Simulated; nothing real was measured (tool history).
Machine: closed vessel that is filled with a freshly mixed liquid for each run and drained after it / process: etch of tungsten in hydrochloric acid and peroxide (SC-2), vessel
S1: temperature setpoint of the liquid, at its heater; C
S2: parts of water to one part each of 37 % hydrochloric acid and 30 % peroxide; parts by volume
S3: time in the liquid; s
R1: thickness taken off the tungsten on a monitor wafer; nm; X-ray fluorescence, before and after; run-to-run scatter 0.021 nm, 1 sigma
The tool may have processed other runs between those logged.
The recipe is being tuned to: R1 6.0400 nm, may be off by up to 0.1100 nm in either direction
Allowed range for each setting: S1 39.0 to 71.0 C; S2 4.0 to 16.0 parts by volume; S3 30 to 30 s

Run 1, hour 0.0: S1 55.0 C, S2 9.0 parts by volume, S3 30 s. Result: R1 5.1711 nm.
Run 2, hour 5.3: S1 55.5 C, S2 9.0 parts by volume, S3 30 s. Result: R1 5.3475 nm.
Run 3, hour 8.5: S1 56.0 C, S2 9.0 parts by volume, S3 30 s. Result: R1 5.5152 nm.
Run 4, hour 14.7: S1 56.5 C, S2 9.0 parts by volume, S3 30 s. Result: R1 5.6869 nm.
Run 5, hour 17.8: S1 50.0 C, S2 9.0 parts by volume, S3 30 s. Result: R1 3.6997 nm.
Run 6, hour 24.6: S1 51.5 C, S2 9.0 parts by volume, S3 30 s. Result: R1 4.1310 nm.
Run 7, hour 32.4: S1 52.5 C, S2 9.0 parts by volume, S3 30 s. Result: R1 4.3953 nm.
Run 8, hour 35.9: S1 53.5 C, S2 9.0 parts by volume, S3 30 s. Result: R1 4.6893 nm.
At hour 39.8: new drum of peroxide connected.
Run 9, hour 39.8: S1 54.5 C, S2 9.0 parts by volume, S3 30 s. Result: R1 5.2101 nm.
Run 10, hour 43.2: S1 55.0 C, S2 9.0 parts by volume, S3 30 s. Result: R1 5.4092 nm.
Run 11, hour 52.3: S1 55.5 C, S2 9.0 parts by volume, S3 30 s. Result: R1 5.5817 nm.

Consider the 4 candidate settings below. Which is the only one whose results all fall within their allowed miss of target?
Run A, hour 61.4: S1 55.5 C, S2 8.5 parts by volume, S3 30 s. Result: R1 ?.
Run B, hour 61.4: S1 52.0 C, S2 6.5 parts by volume, S3 30 s. Result: R1 ?.
Run C, hour 61.4: S1 58.0 C, S2 10.0 parts by volume, S3 30 s. Result: R1 ?.
Run D, hour 61.4: S1 54.5 C, S2 8.0 parts by volume, S3 30 s. Result: R1 ?.

move      R1
   A  5.8226
   B  5.7260
   C  5.9785
   D  5.7310
A: nearer than the last run, and not there yet
B: nearer than the last run, and not there yet
C: every result within its allowed miss
D: nearer than the last run, and not there yet
The move that meets every target is C.

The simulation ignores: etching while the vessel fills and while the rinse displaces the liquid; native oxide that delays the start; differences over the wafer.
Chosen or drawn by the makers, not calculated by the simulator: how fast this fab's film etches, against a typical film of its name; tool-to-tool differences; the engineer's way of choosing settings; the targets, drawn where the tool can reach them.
